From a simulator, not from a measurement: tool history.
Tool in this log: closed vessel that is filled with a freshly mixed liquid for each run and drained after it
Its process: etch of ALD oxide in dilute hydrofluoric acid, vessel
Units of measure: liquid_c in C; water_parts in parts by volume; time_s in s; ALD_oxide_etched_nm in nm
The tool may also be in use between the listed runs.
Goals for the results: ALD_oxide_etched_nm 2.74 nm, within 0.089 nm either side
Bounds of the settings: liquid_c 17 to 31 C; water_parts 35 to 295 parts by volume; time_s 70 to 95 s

Run 1, hour 0: liquid_c 23 C, water_parts 165 parts by volume, time_s 95 s. Result: ALD_oxide_etched_nm 5.1677 nm.
Run 2, hour 1.6: liquid_c 23 C, water_parts 185 parts by volume, time_s 95 s. Result: ALD_oxide_etched_nm 4.4739 nm.
Run 3, hour 10.4: liquid_c 23 C, water_parts 185 parts by volume, time_s 70 s. Result: ALD_oxide_etched_nm 3.2877 nm.
Run 4, hour 12.2: liquid_c 22 C, water_parts 185 parts by volume, time_s 70 s. Result: ALD_oxide_etched_nm 3.1933 nm.
Run 5, hour 21: liquid_c 21.5 C, water_parts 185 parts by volume, time_s 70 s. Result: ALD_oxide_etched_nm 3.1075 nm.
Run 6, hour 27.3: liquid_c 24 C, water_parts 185 parts by volume, time_s 70 s. Result: ALD_oxide_etched_nm 3.4079 nm.
Run 7, hour 32.2: liquid_c 22.5 C, water_parts 190 parts by volume, time_s 70 s. Result: ALD_oxide_etched_nm 3.1704 nm.
Run 8, hour 39.4: liquid_c 21.5 C, water_parts 190 parts by volume, time_s 70 s. Result: ALD_oxide_etched_nm 2.9929 nm.
Run 9, hour 48.4: liquid_c 21 C, water_parts 190 parts by volume, time_s 70 s. Result: ALD_oxide_etched_nm 2.9585 nm.

Pick the move, out of 5, that brings all results within their allowed miss; only one does.
Run A, hour 57.4: liquid_c 21.5 C, water_parts 185 parts by volume, time_s 75 s. Result: ALD_oxide_etched_nm ?.
Run B, hour 57.4: liquid_c 20 C, water_parts 175 parts by volume, time_s 75 s. Result: ALD_oxide_etched_nm ?.
Run C, hour 57.4: liquid_c 22.5 C, water_parts 235 parts by volume, time_s 90 s. Result: ALD_oxide_etched_nm ?.
Run D, hour 57.4: liquid_c 20.5 C, water_parts 210 parts by volume, time_s 85 s. Result: ALD_oxide_etched_nm ?.
Run E, hour 57.4: liquid_c 20 C, water_parts 195 parts by volume, time_s 70 s. Result: ALD_oxide_etched_nm ?.

move  ALD_oxide_etched_nm
   A               3.3425
   B               3.3681
   C               3.1159
   D               3.1321
   E               2.7654
A: the biggest miss grows against the last run
B: the biggest miss grows against the last run
C: the biggest miss grows against the last run
D: the biggest miss grows against the last run
E: every result lands within tolerance
So the answer is move E, the one that meets all the targets.
